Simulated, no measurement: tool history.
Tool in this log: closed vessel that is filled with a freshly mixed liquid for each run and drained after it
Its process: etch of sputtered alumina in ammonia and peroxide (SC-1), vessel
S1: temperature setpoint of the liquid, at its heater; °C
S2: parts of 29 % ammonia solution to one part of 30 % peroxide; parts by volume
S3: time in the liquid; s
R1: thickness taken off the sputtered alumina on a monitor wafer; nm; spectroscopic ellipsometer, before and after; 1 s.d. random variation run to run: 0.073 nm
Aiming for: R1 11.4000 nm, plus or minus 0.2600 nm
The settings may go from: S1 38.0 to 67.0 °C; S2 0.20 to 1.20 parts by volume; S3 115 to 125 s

| run | day | S1 | S2 | S3 | R1 |
|---|---|---|---|---|---|
| 1 | 0.000 | 51.0 | 0.85 | 115 | 7.7853 |
| 2 | 0.050 | 51.0 | 0.85 | 115 | 7.8081 |
| 3 | 0.317 | 52.5 | 0.85 | 115 | 8.4858 |
| 4 | 0.429 | 53.5 | 0.85 | 115 | 8.8393 |
| 5 | 0.758 | 54.5 | 0.85 | 115 | 9.3194 |
| 6 | 0.804 | 54.5 | 0.85 | 125 | 10.2660 |
| 7 | 0.871 | 55.0 | 0.85 | 125 | 10.5360 |
| 8 | 0.896 | 55.5 | 0.85 | 125 | 10.9020 |
| 9 | 1.046 | 56.0 | 0.85 | 125 | 11.0580 |

Exactly one of the 5 candidate moves below puts every result within its allowed miss. Which one?
| A | 1.196 | 56.5 | 1.05 | 115 | ? |
| B | 1.196 | 55.5 | 0.75 | 120 | ? |
| C | 1.196 | 56.5 | 1.20 | 115 | ? |
| D | 1.196 | 56.0 | 1.20 | 125 | ? |
| E | 1.196 | 56.5 | 0.65 | 120 | ? |

| move | R1 |
|---|---|
| A | 10.5590 |
| B | 10.1230 |
| C | 10.6930 |
| D | 11.3210 |
| E | 10.5280 |
A: misses by more than the last run did
B: misses by more than the last run did
C: misses by more than the last run did
D: every result within its allowed miss
E: misses by more than the last run did
D meets every target.
